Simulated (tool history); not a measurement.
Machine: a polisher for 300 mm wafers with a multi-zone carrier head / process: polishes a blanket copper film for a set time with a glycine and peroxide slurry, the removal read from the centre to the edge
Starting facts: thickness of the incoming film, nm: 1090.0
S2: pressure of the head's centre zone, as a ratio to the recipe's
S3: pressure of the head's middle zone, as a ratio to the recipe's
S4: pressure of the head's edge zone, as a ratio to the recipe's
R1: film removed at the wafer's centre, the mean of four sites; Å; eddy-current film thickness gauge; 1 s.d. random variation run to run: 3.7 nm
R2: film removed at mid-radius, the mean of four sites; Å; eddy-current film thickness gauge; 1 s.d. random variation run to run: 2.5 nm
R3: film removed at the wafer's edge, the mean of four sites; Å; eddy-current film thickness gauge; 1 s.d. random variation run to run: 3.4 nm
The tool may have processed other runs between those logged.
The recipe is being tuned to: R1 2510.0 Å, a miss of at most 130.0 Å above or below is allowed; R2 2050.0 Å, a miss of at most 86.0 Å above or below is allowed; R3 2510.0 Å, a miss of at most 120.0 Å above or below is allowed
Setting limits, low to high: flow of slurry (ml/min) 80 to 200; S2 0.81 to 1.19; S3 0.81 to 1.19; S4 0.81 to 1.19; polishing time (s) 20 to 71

{"run": 1, "day": 0.0, "flow of slurry (ml/min)": 130, "S2": 1.0, "S3": 1.0, "S4": 1.0, "polishing time (s)": 45, "R1": 2234.1, "R2": 2271.2, "R3": 2243.7}
{"run": 2, "day": 0.125, "flow of slurry (ml/min)": 100, "S2": 1.0, "S3": 1.0, "S4": 1.0, "polishing time (s)": 45, "R1": 2104.1, "R2": 2081.8, "R3": 2189.5}
{"run": 3, "day": 0.488, "flow of slurry (ml/min)": 100, "S2": 1.0, "S3": 1.06, "S4": 1.0, "polishing time (s)": 45, "R1": 2120.6, "R2": 2183.1, "R3": 2150.4}
{"run": 4, "day": 0.729, "flow of slurry (ml/min)": 100, "S2": 1.0, "S3": 1.06, "S4": 1.0, "polishing time (s)": 37, "R1": 1696.1, "R2": 1776.4, "R3": 1827.9}
{"run": 5, "day": 1.062, "flow of slurry (ml/min)": 110, "S2": 1.02, "S3": 1.02, "S4": 1.04, "polishing time (s)": 38, "R1": 1823.2, "R2": 1851.7, "R3": 1858.5}
{"day": 1.342, "done": "worn pad replaced by a new one"}
{"run": 6, "day": 1.342, "flow of slurry (ml/min)": 105, "S2": 1.02, "S3": 0.98, "S4": 1.02, "polishing time (s)": 41, "R1": 2204.1, "R2": 2120.9, "R3": 2225.8}
{"run": 7, "day": 1.467, "flow of slurry (ml/min)": 105, "S2": 1.02, "S3": 0.98, "S4": 1.02, "polishing time (s)": 41, "R1": 2268.5, "R2": 2114.2, "R3": 2183.5}
{"run": 8, "day": 1.842, "flow of slurry (ml/min)": 100, "S2": 1.01, "S3": 0.95, "S4": 1.02, "polishing time (s)": 41, "R1": 2115.2, "R2": 1979.2, "R3": 2203.6}
{"run": 9, "day": 1.908, "flow of slurry (ml/min)": 100, "S2": 1.02, "S3": 0.93, "S4": 1.02, "polishing time (s)": 41, "R1": 2120.5, "R2": 1998.9, "R3": 2190.5}
{"run": 10, "day": 2.238, "flow of slurry (ml/min)": 125, "S2": 1.12, "S3": 0.83, "S4": 1.12, "polishing time (s)": 43, "R1": 2710.0, "R2": 1998.3, "R3": 2479.8}

Exercise: of the 4 proposed moves below, exactly one satisfies all targets within the stated allowed misses. Which move is it?
{"run": "A", "day": 2.567, "flow of slurry (ml/min)": 100, "S2": 1.06, "S3": 0.84, "S4": 1.06, "polishing time (s)": 46, "R1": "?", "R2": "?", "R3": "?"}
{"run": "B", "day": 2.567, "flow of slurry (ml/min)": 140, "S2": 1.19, "S3": 0.84, "S4": 1.17, "polishing time (s)": 42, "R1": "?", "R2": "?", "R3": "?"}
{"run": "C", "day": 2.567, "flow of slurry (ml/min)": 120, "S2": 0.98, "S3": 0.89, "S4": 1.14, "polishing time (s)": 42, "R1": "?", "R2": "?", "R3": "?"}
{"run": "D", "day": 2.567, "flow of slurry (ml/min)": 125, "S2": 1.18, "S3": 0.81, "S4": 1.17, "polishing time (s)": 44, "R1": "?", "R2": "?", "R3": "?"}

move=A R1=2554.7 R2=2008.5 R3=2520.5
move=B R1=2906.8 R2=2005.6 R3=2522.5
move=C R1=2292.5 R2=2029.3 R3=2436.6
move=D R1=2928.8 R2=1986.2 R3=2594.5
A: every result lands within tolerance
B: its largest miss is bigger than the last run's
C: carries the result that was furthest off beyond its target, to the other side
D: its largest miss is bigger than the last run's
So the answer is move A, the one that meets all the targets.
